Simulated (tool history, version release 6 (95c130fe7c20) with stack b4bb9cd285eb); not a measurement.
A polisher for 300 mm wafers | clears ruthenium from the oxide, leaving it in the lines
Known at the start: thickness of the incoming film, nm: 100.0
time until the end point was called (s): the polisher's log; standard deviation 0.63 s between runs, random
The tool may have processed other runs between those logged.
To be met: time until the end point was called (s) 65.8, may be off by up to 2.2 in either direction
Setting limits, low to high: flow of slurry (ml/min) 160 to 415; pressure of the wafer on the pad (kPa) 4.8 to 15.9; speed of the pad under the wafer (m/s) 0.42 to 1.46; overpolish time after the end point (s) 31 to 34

run,hour,flow of slurry (ml/min),pressure of the wafer on the pad (kPa),speed of the pad under the wafer (m/s),overpolish time after the end point (s),time until the end point was called (s)
1,0,265,10.3,0.94,31,109.35
2,5,265,10.3,0.94,31,108.43
3,10.2,265,10.3,0.76,31,136.97
4,16.7,265,11,0.78,31,123.17
5,20,290,11,0.78,31,122.78
6,25.2,290,12.4,0.78,31,112.27
7,32.3,290,13.1,0.82,31,98.89
8,34.1,290,13.8,0.84,31,93.887
9,36.3,290,13.8,0.86,31,90.926
10,40.7,290,13.8,0.88,31,89.517
11,46.1,290,13.8,0.9,31,87.483
12,49.4,290,13.8,0.92,31,85.939
13,54.5,290,13.8,0.94,31,84.579
14,60.9,290,13.8,0.94,31,83.819
15,65.1,290,13.8,0.96,31,82.207

Exercise: of the 5 proposed moves below, exactly one satisfies all targets within the stated allowed misses. Which move is it?
A,69.3,270,15.9,1.18,31,?
B,69.3,320,15.2,1.18,34,?
C,69.3,285,15.2,1.1,31,?
D,69.3,295,15.2,1.16,32,?
E,69.3,240,14.5,1.24,32,?

move,time until the end point was called (s)
A,59.608
B,61.102
C,66.147
D,62.597
E,62.601
A: pushes the last run's worst result past its target
B: pushes the last run's worst result past its target
C: every result within its allowed miss
D: pushes the last run's worst result past its target
E: pushes the last run's worst result past its target
The right move is C.

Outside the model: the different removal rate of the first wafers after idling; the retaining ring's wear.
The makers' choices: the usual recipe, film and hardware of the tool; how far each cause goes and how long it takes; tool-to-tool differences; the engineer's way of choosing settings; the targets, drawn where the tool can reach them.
